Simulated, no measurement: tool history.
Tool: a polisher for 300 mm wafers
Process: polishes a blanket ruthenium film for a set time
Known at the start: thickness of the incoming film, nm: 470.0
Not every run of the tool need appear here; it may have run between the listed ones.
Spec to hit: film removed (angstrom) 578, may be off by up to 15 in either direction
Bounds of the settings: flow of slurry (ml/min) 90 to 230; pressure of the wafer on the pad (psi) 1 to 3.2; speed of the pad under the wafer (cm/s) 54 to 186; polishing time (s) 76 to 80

| run | hour | flow of slurry (ml/min) | pressure of the wafer on the pad (psi) | speed of the pad under the wafer (cm/s) | polishing time (s) | film removed (angstrom) |
|---|---|---|---|---|---|---|
| 1 | 0 | 150 | 2.1 | 118 | 76 | 939.8 |
| 2 | 3.9 | 150 | 2.1 | 118 | 76 | 950.14 |
| 3 | 11.1 | 140 | 1.8 | 118 | 76 | 835.98 |
| 4 | 16.4 | 140 | 1.8 | 118 | 80 | 871.11 |
| 5 | 20.2 | 140 | 1.8 | 118 | 80 | 875.05 |
| 6 | 24.5 | 140 | 2.1 | 118 | 80 | 991.21 |
| 7 | 32.7 | 135 | 1.8 | 116 | 80 | 857.39 |
| 8 | 37.6 | 130 | 1.6 | 114 | 80 | 776.73 |
| 9 | 38.7 | 130 | 1.6 | 114 | 80 | 769.22 |
| 10 | 46.1 | 125 | 1.4 | 114 | 80 | 692.97 |
| 11 | 50.7 | 120 | 1.3 | 114 | 80 | 661.6 |
| 12 | 54.7 | 115 | 1.2 | 114 | 80 | 614.94 |
| 13 | 62.1 | 110 | 1.2 | 114 | 80 | 612.48 |

Of the 5 settings listed for the next run, only one would bring every result within its allowed miss of target. Which one?
| A | 69.5 | 100 | 1.7 | 98 | 76 | ? |
| B | 69.5 | 100 | 1.8 | 86 | 80 | ? |
| C | 69.5 | 120 | 1 | 134 | 76 | ? |
| D | 69.5 | 120 | 1.1 | 118 | 76 | ? |
| E | 69.5 | 100 | 1.1 | 112 | 77 | ? |

| move | film removed (angstrom) |
|---|---|
| A | 622.64 |
| B | 602.22 |
| C | 620.03 |
| D | 580.38 |
| E | 537.55 |
A: lands further from the targets than the last run did
B: closes in on the targets versus the last run, not all within tolerance yet
C: lands further from the targets than the last run did
D: meets every target
E: takes the result that was furthest off past its target
Go with D: it meets all targets.
